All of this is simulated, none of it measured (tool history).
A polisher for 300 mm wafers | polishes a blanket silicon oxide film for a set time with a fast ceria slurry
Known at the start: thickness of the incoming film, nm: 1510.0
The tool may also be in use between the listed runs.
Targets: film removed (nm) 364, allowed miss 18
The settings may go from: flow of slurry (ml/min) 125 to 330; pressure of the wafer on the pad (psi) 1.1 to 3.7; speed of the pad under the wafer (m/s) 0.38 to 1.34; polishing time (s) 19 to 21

run	hour	flow of slurry (ml/min)	pressure of the wafer on the pad (psi)	speed of the pad under the wafer (m/s)	polishing time (s)	film removed (nm)
1	0	210	2.4	0.86	21	235.57
2	2.2	210	2.6	0.86	21	255.29
3	9.7	210	2.2	0.86	21	214.45
4	15.3	210	2.4	0.86	21	228.03
5	17.7	210	2.4	0.86	19	207.82
6	19	210	2.6	0.86	19	227.72
7	23.4	210	2.8	0.88	19	249.18
8	24.2	210	2.9	0.9	19	264.35
9	28.9	210	3	0.9	19	274.96
10	34	210	3.1	0.9	19	286.1
11	38.1	210	3.7	0.92	19	341.59
12	46.9	210	3.7	0.92	19	344.82

4 next moves are on the table. One of them brings every result within its allowed miss. Which?
A	55.7	210	3	1.24	21	?
B	55.7	175	3.7	1.04	21	?
C	55.7	195	3.7	0.9	21	?
D	55.7	155	3.5	0.98	19	?

move	film removed (nm)
A	402.83
B	406.49
C	360.69
D	321.91
A: takes the result that was furthest off past its target
B: takes the result that was furthest off past its target
C: meets every target
D: further off than the last run
The right move is C.

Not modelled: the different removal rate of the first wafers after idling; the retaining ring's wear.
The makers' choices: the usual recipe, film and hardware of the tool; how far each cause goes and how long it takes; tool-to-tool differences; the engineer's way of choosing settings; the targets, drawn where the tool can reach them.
